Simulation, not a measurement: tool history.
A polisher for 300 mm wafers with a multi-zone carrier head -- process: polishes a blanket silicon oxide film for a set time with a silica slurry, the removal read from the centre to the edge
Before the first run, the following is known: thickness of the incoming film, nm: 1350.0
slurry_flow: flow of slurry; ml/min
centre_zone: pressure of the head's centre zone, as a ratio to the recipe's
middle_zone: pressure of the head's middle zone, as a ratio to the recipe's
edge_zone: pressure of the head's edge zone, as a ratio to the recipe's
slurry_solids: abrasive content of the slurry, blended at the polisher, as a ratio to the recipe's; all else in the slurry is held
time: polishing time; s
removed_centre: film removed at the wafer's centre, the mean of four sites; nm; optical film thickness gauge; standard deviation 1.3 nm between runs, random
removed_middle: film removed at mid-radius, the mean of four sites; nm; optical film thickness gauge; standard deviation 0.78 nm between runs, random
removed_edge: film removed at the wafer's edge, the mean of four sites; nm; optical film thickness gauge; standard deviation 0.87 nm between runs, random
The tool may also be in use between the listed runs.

run    day  slurry_flow  centre_zone  middle_zone  edge_zone  slurry_solids  time  removed_centre  removed_middle  removed_edge
  1      0          120            1            1          1              1    48          126.71          129.78        129.23
  2  0.325          120            1         0.97          1              1    48           131.9          125.36         129.7
  3  0.521          120            1         0.97          1           1.05    48          130.72          126.48        130.86
  4    0.7          120            1         0.97       1.06           1.05    48          131.92          128.78        134.85
  5    0.8          120            1         0.97       1.09           1.05    48          135.38          128.86        137.31
  6    0.9          120         0.96         0.97       1.09           1.05    48          125.82          127.36        137.88

Expected results for the next run?
  7  1.162          110         0.94         0.95       1.05           1.05    48               ?               ?             ?

removed_centre: 120.09 nm
removed_middle: 123.12 nm
removed_edge: 133.72 nm

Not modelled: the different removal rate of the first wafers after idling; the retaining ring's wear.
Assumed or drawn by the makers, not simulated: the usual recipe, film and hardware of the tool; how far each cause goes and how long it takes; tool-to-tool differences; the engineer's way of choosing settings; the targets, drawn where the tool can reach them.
